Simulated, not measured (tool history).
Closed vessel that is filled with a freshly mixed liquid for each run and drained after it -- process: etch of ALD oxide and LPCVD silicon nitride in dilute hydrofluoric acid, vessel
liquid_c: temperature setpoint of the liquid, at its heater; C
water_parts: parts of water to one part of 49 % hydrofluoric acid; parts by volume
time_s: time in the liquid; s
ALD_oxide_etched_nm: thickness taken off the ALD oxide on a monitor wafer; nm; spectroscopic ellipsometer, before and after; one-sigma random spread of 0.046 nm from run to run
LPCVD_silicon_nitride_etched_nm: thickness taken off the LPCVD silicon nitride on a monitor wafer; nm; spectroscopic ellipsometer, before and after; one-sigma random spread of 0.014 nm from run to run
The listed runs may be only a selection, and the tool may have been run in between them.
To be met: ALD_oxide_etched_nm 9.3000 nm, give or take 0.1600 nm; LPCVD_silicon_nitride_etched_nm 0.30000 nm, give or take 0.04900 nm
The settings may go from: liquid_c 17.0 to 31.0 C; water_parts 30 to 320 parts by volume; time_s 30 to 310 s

| run | hour | liquid_c | water_parts | time_s | ALD_oxide_etched_nm | LPCVD_silicon_nitride_etched_nm |
|---|---|---|---|---|---|---|
| 1 | 0.0 | 23.0 | 175 | 160 | 13.3550 | 0.41005 |
| 2 | 6.1 | 21.5 | 185 | 160 | 11.7950 | 0.33339 |
| 3 | 9.3 | 21.0 | 195 | 160 | 10.7860 | 0.33493 |
| 4 | 13.7 | 19.0 | 195 | 160 | 9.9899 | 0.30170 |
| 5 | 21.7 | 22.5 | 195 | 160 | 11.4950 | 0.35089 |
| 6 | 26.0 | 21.0 | 195 | 160 | 10.7740 | 0.34787 |
| 7 | 33.0 | 20.0 | 195 | 160 | 10.4170 | 0.30471 |
| 8 | 40.8 | 19.5 | 200 | 160 | 9.8718 | 0.28091 |
| 9 | 46.2 | 19.5 | 205 | 160 | 9.6627 | 0.28749 |

Exercise: of the 5 proposed moves below, exactly one satisfies all targets within the stated allowed misses. Which move is it?
| A | 51.6 | 22.5 | 225 | 155 | ? | ? |
| B | 51.6 | 22.5 | 255 | 175 | ? | ? |
| C | 51.6 | 19.0 | 210 | 175 | ? | ? |
| D | 51.6 | 18.0 | 175 | 150 | ? | ? |
| E | 51.6 | 22.5 | 250 | 170 | ? | ? |

| move | ALD_oxide_etched_nm | LPCVD_silicon_nitride_etched_nm |
|---|---|---|
| A | 9.3971 | 0.28858 |
| B | 9.0856 | 0.28812 |
| C | 10.1030 | 0.27778 |
| D | 10.3300 | 0.26559 |
| E | 9.0469 | 0.28539 |
A: in spec on every target
B: takes the result that was furthest off past its target
C: misses by more than the last run did
D: misses by more than the last run did
E: takes the result that was furthest off past its target
Go with A: it meets all targets.

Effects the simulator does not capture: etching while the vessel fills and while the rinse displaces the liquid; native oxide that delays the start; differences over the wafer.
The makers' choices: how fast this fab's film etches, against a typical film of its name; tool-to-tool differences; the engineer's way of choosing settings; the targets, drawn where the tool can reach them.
